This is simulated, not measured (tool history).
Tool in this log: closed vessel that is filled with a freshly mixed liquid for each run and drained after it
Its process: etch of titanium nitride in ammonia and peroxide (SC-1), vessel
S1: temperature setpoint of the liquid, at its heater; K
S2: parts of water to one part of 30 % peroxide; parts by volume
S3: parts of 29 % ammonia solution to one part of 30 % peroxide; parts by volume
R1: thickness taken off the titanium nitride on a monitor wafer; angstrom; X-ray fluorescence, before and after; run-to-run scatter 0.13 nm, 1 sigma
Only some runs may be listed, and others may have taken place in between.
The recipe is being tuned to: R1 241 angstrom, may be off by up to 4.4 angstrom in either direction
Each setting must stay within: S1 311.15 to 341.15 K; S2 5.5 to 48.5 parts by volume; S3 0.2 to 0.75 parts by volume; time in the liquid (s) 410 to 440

Run 1, hour 0: S1 325.15 K, S2 27 parts by volume, S3 0.45 parts by volume, time in the liquid (s) 410. Result: R1 113.79 angstrom.
Run 2, hour 1.5: S1 325.15 K, S2 27 parts by volume, S3 0.45 parts by volume, time in the liquid (s) 440. Result: R1 122.46 angstrom.
Run 3, hour 10.4: S1 326.65 K, S2 27 parts by volume, S3 0.45 parts by volume, time in the liquid (s) 440. Result: R1 135.17 angstrom.
Run 4, hour 16.3: S1 328.15 K, S2 27 parts by volume, S3 0.45 parts by volume, time in the liquid (s) 440. Result: R1 149.54 angstrom.
Run 5, hour 22.9: S1 328.15 K, S2 18.5 parts by volume, S3 0.45 parts by volume, time in the liquid (s) 440. Result: R1 184.97 angstrom.
Run 6, hour 25.3: S1 328.15 K, S2 18.5 parts by volume, S3 0.6 parts by volume, time in the liquid (s) 440. Result: R1 194.38 angstrom.
Run 7, hour 32.8: S1 328.65 K, S2 18.5 parts by volume, S3 0.6 parts by volume, time in the liquid (s) 440. Result: R1 202.98 angstrom.
At hour 36.5: thermometer replaced.
Run 8, hour 36.5: S1 329.15 K, S2 18.5 parts by volume, S3 0.6 parts by volume, time in the liquid (s) 440. Result: R1 189.21 angstrom.

Exercise: of the 4 proposed moves below, exactly one satisfies all targets within the stated allowed misses. Which move is it?
Run A, hour 40.2: S1 329.65 K, S2 24.5 parts by volume, S3 0.65 parts by volume, time in the liquid (s) 430. Result: R1 ?.
Run B, hour 40.2: S1 327.15 K, S2 21.5 parts by volume, S3 0.45 parts by volume, time in the liquid (s) 410. Result: R1 ?.
Run C, hour 40.2: S1 330.15 K, S2 12 parts by volume, S3 0.55 parts by volume, time in the liquid (s) 420. Result: R1 ?.
Run D, hour 40.2: S1 329.65 K, S2 22.5 parts by volume, S3 0.5 parts by volume, time in the liquid (s) 410. Result: R1 ?.

move      R1
   A  165.71
   B  134.12
   C  240.14
   D  157.85
A: lands further from the targets than the last run did
B: lands further from the targets than the last run did
C: meets every target
D: lands further from the targets than the last run did
C meets every target.

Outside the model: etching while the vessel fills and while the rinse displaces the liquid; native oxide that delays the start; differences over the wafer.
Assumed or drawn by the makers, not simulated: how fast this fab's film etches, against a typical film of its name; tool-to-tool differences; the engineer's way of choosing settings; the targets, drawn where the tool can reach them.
